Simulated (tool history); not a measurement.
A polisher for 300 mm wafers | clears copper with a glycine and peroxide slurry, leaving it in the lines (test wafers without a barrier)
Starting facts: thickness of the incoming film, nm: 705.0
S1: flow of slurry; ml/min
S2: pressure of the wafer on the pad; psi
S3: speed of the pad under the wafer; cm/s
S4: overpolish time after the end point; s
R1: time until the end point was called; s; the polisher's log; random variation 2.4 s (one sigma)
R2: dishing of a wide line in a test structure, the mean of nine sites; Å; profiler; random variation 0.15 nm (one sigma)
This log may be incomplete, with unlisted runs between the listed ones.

run    day   S1   S2   S3  S4      R1      R2
  1      0  300    3  114   9  120.51  333.67
  2  0.312  330    3  114   9  117.93  322.73
  3  0.396  330    3  134   9  100.68  377.94
  4  0.538  330    3  134   6  99.183  259.09
  5  0.779  335  2.7  124   5  118.81  189.26
  6  0.862  345  2.4  124   5     130  171.92
  7  0.912  350  2.2  124   5  138.34  159.93
  8  1.154  355  2.1  124   5  149.99  155.48

Estimate the outcome of run 9 from the log above:
  9  1.517  355  2.1  124   4   ?   ?

Logged for run 9: R1 142.8 s, R2 126.34 Å.
